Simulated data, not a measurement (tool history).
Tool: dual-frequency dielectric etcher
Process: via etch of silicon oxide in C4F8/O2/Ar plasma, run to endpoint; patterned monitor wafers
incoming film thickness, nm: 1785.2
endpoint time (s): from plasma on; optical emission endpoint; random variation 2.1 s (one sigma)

run	hour	source power (kW)	bias power (kW)	endpoint time (s)
1	0.0	1.880	2.542	331.94
2	4.2	1.790	2.514	341.21
3	6.6	1.940	2.514	329.85
4	10.4	2.240	2.514	309.55
5	15.2	2.480	2.514	295.04
6	21.0	2.280	2.451	314.02
7	25.6	2.140	2.417	320.34
8	32.9	2.010	2.375	332.54
9	37.6	1.920	2.350	342.64
10	46.1	1.860	2.337	343.86
11	52.6	1.800	2.319	353.49
12	61.7	1.770	2.312	358.21

Run 13 comes next. What will it give?
13	70.5	1.750	2.308	?

{"run 13": {"endpoint time (s)": 354.12}}

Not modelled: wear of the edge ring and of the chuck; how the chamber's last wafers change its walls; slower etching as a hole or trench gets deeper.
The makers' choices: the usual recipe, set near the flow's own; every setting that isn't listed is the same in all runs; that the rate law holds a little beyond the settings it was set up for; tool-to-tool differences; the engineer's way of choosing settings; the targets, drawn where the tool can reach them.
